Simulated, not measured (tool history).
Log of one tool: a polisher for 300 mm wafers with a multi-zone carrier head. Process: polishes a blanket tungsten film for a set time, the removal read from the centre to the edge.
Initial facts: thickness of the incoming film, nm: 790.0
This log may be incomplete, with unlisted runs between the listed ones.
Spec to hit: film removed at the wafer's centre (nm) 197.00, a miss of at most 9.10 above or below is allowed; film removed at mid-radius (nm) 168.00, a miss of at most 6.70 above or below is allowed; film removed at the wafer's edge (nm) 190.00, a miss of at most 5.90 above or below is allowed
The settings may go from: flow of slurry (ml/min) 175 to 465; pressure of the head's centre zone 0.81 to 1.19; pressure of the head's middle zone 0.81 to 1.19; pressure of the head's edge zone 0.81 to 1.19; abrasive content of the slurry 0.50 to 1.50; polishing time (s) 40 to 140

run	hour	flow of slurry (ml/min)	pressure of the head's centre zone	pressure of the head's middle zone	pressure of the head's edge zone	abrasive content of the slurry	polishing time (s)	film removed at the wafer's centre (nm)	film removed at mid-radius (nm)	film removed at the wafer's edge (nm)
1	0.0	295	1.00	1.00	1.00	1.00	90	284.84	298.34	288.55
2	5.3	290	1.01	0.95	0.99	0.85	83	258.08	251.02	260.48
3	9.6	290	1.01	0.95	0.99	1.00	83	268.58	258.21	265.75
4	10.5	290	1.01	0.95	1.03	1.00	83	265.19	264.47	269.36
5	16.8	290	1.02	0.93	1.00	0.85	77	233.09	225.82	241.04
6	24.3	320	1.02	0.93	1.00	0.85	77	242.36	226.56	239.86
7	33.2	330	1.02	0.83	0.95	0.60	63	177.96	155.77	175.56
8	40.5	330	1.04	0.84	0.97	0.60	63	184.27	157.22	178.17
9	44.7	330	1.05	0.85	0.99	0.60	63	184.81	159.55	178.31

Pick the move, out of 4, that brings all results within their allowed miss; only one does.
A	48.9	355	1.15	0.84	0.83	0.95	54	?	?	?
B	48.9	330	1.12	0.92	1.02	0.65	54	?	?	?
C	48.9	340	1.07	0.85	1.01	0.55	68	?	?	?
D	48.9	280	1.19	0.82	0.93	0.55	62	?	?	?

move	film removed at the wafer's centre (nm)	film removed at mid-radius (nm)	film removed at the wafer's edge (nm)
A	193.16	152.61	165.93
B	169.30	147.37	159.49
C	196.60	166.40	191.61
D	191.15	144.33	167.19
A: further off than the last run
B: further off than the last run
C: all results in spec
D: further off than the last run
Correct choice: C, which meets every target
